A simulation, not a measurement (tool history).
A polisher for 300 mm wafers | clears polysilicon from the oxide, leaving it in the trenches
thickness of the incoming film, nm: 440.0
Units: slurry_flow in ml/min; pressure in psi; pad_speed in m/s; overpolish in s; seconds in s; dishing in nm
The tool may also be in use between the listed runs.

Run 1, hour 0.0: slurry_flow 150 ml/min, pressure 3.0 psi, pad_speed 0.98 m/s, overpolish 13 s. Result: seconds 36.305 s, dishing 65.386 nm.
Run 2, hour 3.9: slurry_flow 150 ml/min, pressure 2.6 psi, pad_speed 0.94 m/s, overpolish 11 s. Result: seconds 44.159 s, dishing 55.920 nm.
Run 3, hour 8.3: slurry_flow 150 ml/min, pressure 2.6 psi, pad_speed 1.04 m/s, overpolish 11 s. Result: seconds 40.035 s, dishing 59.314 nm.
Run 4, hour 14.2: slurry_flow 120 ml/min, pressure 2.6 psi, pad_speed 1.04 m/s, overpolish 11 s. Result: seconds 42.999 s, dishing 57.089 nm.
Run 5, hour 16.9: slurry_flow 120 ml/min, pressure 2.6 psi, pad_speed 1.04 m/s, overpolish 15 s. Result: seconds 42.578 s, dishing 65.359 nm.
Run 6, hour 24.8: slurry_flow 120 ml/min, pressure 2.6 psi, pad_speed 1.04 m/s, overpolish 19 s. Result: seconds 42.348 s, dishing 68.994 nm.
Run 7, hour 28.6: slurry_flow 135 ml/min, pressure 2.3 psi, pad_speed 1.02 m/s, overpolish 15 s. Result: seconds 45.865 s, dishing 62.906 nm.
Run 8, hour 36.1: slurry_flow 130 ml/min, pressure 2.2 psi, pad_speed 0.96 m/s, overpolish 12 s. Result: seconds 53.570 s, dishing 55.102 nm.
Run 9, hour 44.6: slurry_flow 130 ml/min, pressure 2.1 psi, pad_speed 0.94 m/s, overpolish 10 s. Result: seconds 54.969 s, dishing 47.538 nm.

Predict the results of run 10:
Run 10, hour 46.8: slurry_flow 125 ml/min, pressure 2.0 psi, pad_speed 0.94 m/s, overpolish 10 s. Result: seconds ?, dishing ?.

{"run 10": {"seconds": 60.485, "dishing": 46.025}}
